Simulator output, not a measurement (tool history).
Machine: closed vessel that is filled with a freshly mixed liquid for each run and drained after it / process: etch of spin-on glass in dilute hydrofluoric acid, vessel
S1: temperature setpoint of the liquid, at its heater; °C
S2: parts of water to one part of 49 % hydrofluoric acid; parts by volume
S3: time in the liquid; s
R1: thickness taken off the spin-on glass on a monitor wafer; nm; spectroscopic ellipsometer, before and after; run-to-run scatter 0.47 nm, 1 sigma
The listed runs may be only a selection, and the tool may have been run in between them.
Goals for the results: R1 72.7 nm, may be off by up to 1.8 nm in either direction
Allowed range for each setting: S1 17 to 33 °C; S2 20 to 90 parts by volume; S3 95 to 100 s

run	hour	S1	S2	S3	R1
1	0	25	50	95	85.899
2	3	25	50	100	89.825
3	4.7	25	65	100	68.423
4	6.9	25.5	65	100	70.167
5	12.1	25.5	55	100	82.292
6	14.5	24	55	100	78.578
7	22.3	23.5	55	100	77.369
8	29.1	23	55	100	74.802

Exercise: of the 4 proposed moves below, exactly one satisfies all targets within the stated allowed misses. Which move is it?
A	35.9	22.5	55	100	?
B	35.9	23.5	50	95	?
C	35.9	22	50	95	?
D	35.9	23	50	95	?

move	R1
A	72.893
B	79.906
C	75.077
D	78.269
A: every result lands within tolerance
B: its largest miss is bigger than the last run's
C: its largest miss is bigger than the last run's
D: its largest miss is bigger than the last run's
The move that meets every target is A.
